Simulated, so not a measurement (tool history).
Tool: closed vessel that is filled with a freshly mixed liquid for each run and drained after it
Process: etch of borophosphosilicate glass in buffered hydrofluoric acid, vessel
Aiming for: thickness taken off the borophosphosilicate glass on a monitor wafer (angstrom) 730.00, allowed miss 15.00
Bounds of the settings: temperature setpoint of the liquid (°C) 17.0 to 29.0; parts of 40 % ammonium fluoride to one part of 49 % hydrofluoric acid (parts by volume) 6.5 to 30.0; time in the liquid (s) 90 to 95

run	hour	temperature setpoint of the liquid (°C)	parts of 40 % ammonium fluoride to one part of 49 % hydrofluoric acid (parts by volume)	time in the liquid (s)	thickness taken off the borophosphosilicate glass on a monitor wafer (angstrom)
1	0.0	21.0	18.5	90	880.27
2	2.2	21.0	18.5	90	884.13
3	3.5	20.0	18.5	90	829.24
4	10.6	19.5	18.5	90	808.78
5	12.8	19.5	22.5	90	692.19
6	19.8	19.5	26.5	90	619.34
7	22.3	20.5	26.5	90	652.32
8	23.4	21.0	26.5	90	674.51
9	26.5	21.0	26.5	90	668.86
10	31.2	23.0	26.5	90	745.89

Of the 4 settings listed for the next run, only one would bring every result within its allowed miss of target. Which one?
A	35.9	24.5	30.0	95	?
B	35.9	24.5	28.5	90	?
C	35.9	23.5	29.0	95	?
D	35.9	20.5	24.5	95	?

move	thickness taken off the borophosphosilicate glass on a monitor wafer (angstrom)
A	788.93
B	774.31
C	764.74
D	728.57
A: moves away from the targets compared with the last run
B: moves away from the targets compared with the last run
C: moves away from the targets compared with the last run
D: every result lands within tolerance
D is the move that brings every result within its allowed miss.

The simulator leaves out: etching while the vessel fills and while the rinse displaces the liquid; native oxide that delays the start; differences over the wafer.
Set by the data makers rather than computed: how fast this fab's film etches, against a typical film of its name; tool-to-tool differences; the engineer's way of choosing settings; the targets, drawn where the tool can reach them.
